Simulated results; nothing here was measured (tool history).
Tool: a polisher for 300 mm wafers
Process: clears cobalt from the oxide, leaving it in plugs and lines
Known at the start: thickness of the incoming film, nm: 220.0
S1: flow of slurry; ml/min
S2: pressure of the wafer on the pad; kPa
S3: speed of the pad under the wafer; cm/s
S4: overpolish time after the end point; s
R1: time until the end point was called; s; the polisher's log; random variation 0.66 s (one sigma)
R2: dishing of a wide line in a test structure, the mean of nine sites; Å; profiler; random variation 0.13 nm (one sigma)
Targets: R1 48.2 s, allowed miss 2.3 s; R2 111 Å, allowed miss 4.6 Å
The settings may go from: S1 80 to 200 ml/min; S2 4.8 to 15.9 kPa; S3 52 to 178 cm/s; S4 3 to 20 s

{"run": 1, "day": 0.0, "S1": 130, "S2": 10.3, "S3": 114, "S4": 10, "R1": 48.074, "R2": 244.72}
{"run": 2, "day": 0.204, "S1": 130, "S2": 9, "S3": 114, "S4": 10, "R1": 53.97, "R2": 236.82}
{"run": 3, "day": 0.238, "S1": 125, "S2": 9.7, "S3": 106, "S4": 9, "R1": 54.835, "R2": 219.1}
{"run": 4, "day": 0.5, "S1": 125, "S2": 9.7, "S3": 106, "S4": 13, "R1": 54.918, "R2": 267.72}
{"run": 5, "day": 0.692, "S1": 120, "S2": 10.3, "S3": 98, "S4": 12, "R1": 56.559, "R2": 253.26}
{"day": 0.75, "done": "slurry nozzle cleaned"}
{"run": 6, "day": 0.75, "S1": 130, "S2": 10.3, "S3": 96, "S4": 11, "R1": 52.842, "R2": 246.62}
{"run": 7, "day": 1.071, "S1": 125, "S2": 11, "S3": 90, "S4": 10, "R1": 53.814, "R2": 238.84}
{"run": 8, "day": 1.267, "S1": 120, "S2": 10.3, "S3": 102, "S4": 9, "R1": 51.385, "R2": 227.94}
{"run": 9, "day": 1.542, "S1": 115, "S2": 9.7, "S3": 110, "S4": 8, "R1": 51.985, "R2": 213.18}

5 next moves are on the table. One of them brings every result within its allowed miss. Which?
{"run": "A", "day": 1.817, "S1": 145, "S2": 10.3, "S3": 102, "S4": 15, "R1": "?", "R2": "?"}
{"run": "B", "day": 1.817, "S1": 115, "S2": 11, "S3": 92, "S4": 13, "R1": "?", "R2": "?"}
{"run": "C", "day": 1.817, "S1": 170, "S2": 9.7, "S3": 110, "S4": 3, "R1": "?", "R2": "?"}
{"run": "D", "day": 1.817, "S1": 85, "S2": 9.7, "S3": 136, "S4": 13, "R1": "?", "R2": "?"}
{"run": "E", "day": 1.817, "S1": 125, "S2": 10.3, "S3": 114, "S4": 10, "R1": "?", "R2": "?"}

move=A R1=48.245 R2=295.5
move=B R1=52.435 R2=271.41
move=C R1=46.755 R2=113.15
move=D R1=45.281 R2=286.75
move=E R1=44.856 R2=258.51
A: further off than the last run
B: further off than the last run
C: meets every target
D: further off than the last run
E: further off than the last run
The right move is C.

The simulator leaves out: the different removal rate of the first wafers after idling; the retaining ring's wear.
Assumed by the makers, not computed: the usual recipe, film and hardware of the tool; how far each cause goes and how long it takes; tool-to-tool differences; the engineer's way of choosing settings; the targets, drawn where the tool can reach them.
